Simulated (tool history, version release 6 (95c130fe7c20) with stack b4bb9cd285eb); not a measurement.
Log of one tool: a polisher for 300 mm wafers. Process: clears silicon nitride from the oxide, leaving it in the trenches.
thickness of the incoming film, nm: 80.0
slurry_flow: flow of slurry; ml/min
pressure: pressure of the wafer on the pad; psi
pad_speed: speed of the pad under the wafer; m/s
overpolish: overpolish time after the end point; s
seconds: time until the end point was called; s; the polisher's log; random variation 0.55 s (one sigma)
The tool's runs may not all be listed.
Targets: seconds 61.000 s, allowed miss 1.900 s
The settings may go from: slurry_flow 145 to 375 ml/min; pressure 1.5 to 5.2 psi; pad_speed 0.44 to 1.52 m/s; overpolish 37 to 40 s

Run 1, hour 0.0: slurry_flow 240 ml/min, pressure 3.3 psi, pad_speed 0.98 m/s, overpolish 37 s. Result: seconds 81.138 s.
Run 2, hour 3.2: slurry_flow 240 ml/min, pressure 3.3 psi, pad_speed 0.98 m/s, overpolish 40 s. Result: seconds 82.115 s.
Run 3, hour 12.0: slurry_flow 180 ml/min, pressure 3.3 psi, pad_speed 0.98 m/s, overpolish 40 s. Result: seconds 85.939 s.
Run 4, hour 14.3: slurry_flow 195 ml/min, pressure 3.5 psi, pad_speed 0.98 m/s, overpolish 40 s. Result: seconds 80.167 s.
Run 5, hour 18.1: slurry_flow 195 ml/min, pressure 3.5 psi, pad_speed 0.98 m/s, overpolish 40 s. Result: seconds 80.932 s.
Run 6, hour 23.4: slurry_flow 195 ml/min, pressure 4.0 psi, pad_speed 0.98 m/s, overpolish 40 s. Result: seconds 70.189 s.
Run 7, hour 25.3: slurry_flow 210 ml/min, pressure 4.1 psi, pad_speed 0.98 m/s, overpolish 40 s. Result: seconds 66.751 s.
Run 8, hour 28.9: slurry_flow 220 ml/min, pressure 4.1 psi, pad_speed 0.98 m/s, overpolish 40 s. Result: seconds 68.077 s.
Run 9, hour 29.7: slurry_flow 225 ml/min, pressure 4.2 psi, pad_speed 0.98 m/s, overpolish 40 s. Result: seconds 65.690 s.
Run 10, hour 38.0: slurry_flow 230 ml/min, pressure 4.2 psi, pad_speed 0.98 m/s, overpolish 40 s. Result: seconds 66.576 s.
Run 11, hour 45.8: slurry_flow 230 ml/min, pressure 4.2 psi, pad_speed 0.98 m/s, overpolish 40 s. Result: seconds 66.867 s.
Run 12, hour 52.4: slurry_flow 230 ml/min, pressure 4.3 psi, pad_speed 0.98 m/s, overpolish 40 s. Result: seconds 65.022 s.

4 next moves are on the table. One of them brings every result within its allowed miss. Which?
Run A, hour 59.0: slurry_flow 260 ml/min, pressure 4.4 psi, pad_speed 0.90 m/s, overpolish 40 s. Result: seconds ?.
Run B, hour 59.0: slurry_flow 250 ml/min, pressure 4.0 psi, pad_speed 1.04 m/s, overpolish 38 s. Result: seconds ?.
Run C, hour 59.0: slurry_flow 225 ml/min, pressure 4.5 psi, pad_speed 0.98 m/s, overpolish 40 s. Result: seconds ?.
Run D, hour 59.0: slurry_flow 225 ml/min, pressure 4.4 psi, pad_speed 0.80 m/s, overpolish 40 s. Result: seconds ?.

move  seconds
   A   67.163
   B   66.254
   C   62.657
   D   74.617
A: further off than the last run
B: further off than the last run
C: meets every target
D: further off than the last run
Move C is the one to make.
